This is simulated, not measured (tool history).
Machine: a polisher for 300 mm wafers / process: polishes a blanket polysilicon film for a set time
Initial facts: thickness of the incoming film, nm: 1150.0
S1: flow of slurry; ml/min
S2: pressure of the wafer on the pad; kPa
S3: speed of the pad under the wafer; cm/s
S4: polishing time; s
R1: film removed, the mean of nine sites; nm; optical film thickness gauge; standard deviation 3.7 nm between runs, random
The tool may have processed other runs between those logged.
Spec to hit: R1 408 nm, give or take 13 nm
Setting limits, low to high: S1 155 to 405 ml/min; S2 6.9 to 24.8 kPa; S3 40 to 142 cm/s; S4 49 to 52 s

{"run": 1, "hour": 0.0, "S1": 260, "S2": 15.9, "S3": 90, "S4": 49, "R1": 267.74}
{"run": 2, "hour": 1.1, "S1": 315, "S2": 15.9, "S3": 90, "S4": 49, "R1": 278.43}
{"run": 3, "hour": 2.3, "S1": 315, "S2": 17.9, "S3": 90, "S4": 49, "R1": 312.27}
{"run": 4, "hour": 9.1, "S1": 265, "S2": 17.9, "S3": 90, "S4": 49, "R1": 308.9}
{"run": 5, "hour": 17.7, "S1": 265, "S2": 19.3, "S3": 90, "S4": 49, "R1": 327.63}
{"run": 6, "hour": 20.1, "S1": 265, "S2": 19.3, "S3": 78, "S4": 49, "R1": 283.58}
{"run": 7, "hour": 22.6, "S1": 270, "S2": 21.4, "S3": 78, "S4": 49, "R1": 314.22}
{"run": 8, "hour": 25.6, "S1": 275, "S2": 22.8, "S3": 80, "S4": 49, "R1": 347.66}
{"hour": 28.7, "done": "slurry nozzle cleaned"}
{"run": 9, "hour": 28.7, "S1": 275, "S2": 23.4, "S3": 82, "S4": 49, "R1": 373.11}
{"run": 10, "hour": 29.4, "S1": 280, "S2": 24.1, "S3": 82, "S4": 49, "R1": 384.67}

Exercise: of the 4 proposed moves below, exactly one satisfies all targets within the stated allowed misses. Which move is it?
{"run": "A", "hour": 30.1, "S1": 265, "S2": 24.8, "S3": 74, "S4": 49, "R1": "?"}
{"run": "B", "hour": 30.1, "S1": 260, "S2": 24.1, "S3": 86, "S4": 50, "R1": "?"}
{"run": "C", "hour": 30.1, "S1": 265, "S2": 23.4, "S3": 82, "S4": 49, "R1": "?"}
{"run": "D", "hour": 30.1, "S1": 275, "S2": 24.1, "S3": 78, "S4": 52, "R1": "?"}

move=A R1=358.87
move=B R1=411.28
move=C R1=374.67
move=D R1=390.89
A: the biggest miss grows against the last run
B: hits every target within its allowed miss
C: the biggest miss grows against the last run
D: an improvement on the last run, though not all results are within tolerance
Move B is the one to make.
